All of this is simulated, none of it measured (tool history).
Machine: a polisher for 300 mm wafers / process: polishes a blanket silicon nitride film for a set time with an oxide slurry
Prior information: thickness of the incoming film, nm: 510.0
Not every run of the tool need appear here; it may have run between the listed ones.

run,day,flow of slurry (ml/min),pressure of the wafer on the pad (kPa),speed of the pad under the wafer (m/s),abrasive content of the slurry,polishing time (s),film removed (angstrom)
1,0.000,280,20.7,0.92,1.0,47,192.48
2,0.350,280,20.7,0.92,0.8,47,176.63
3,0.692,280,19.3,0.92,0.8,47,167.67
4,0.729,320,19.3,0.92,0.8,47,166.57
5,0.800,320,17.9,0.92,0.8,47,157.80
6,1.067,320,16.5,0.92,0.8,47,148.38
7,1.142,320,16.5,0.92,0.8,47,153.23
8,1.496,320,15.2,0.92,0.8,47,138.65

Predict the results of run 9:
9,1.658,320,15.2,0.92,0.8,47,?

Run 9 yielded film removed (angstrom) 140.46.
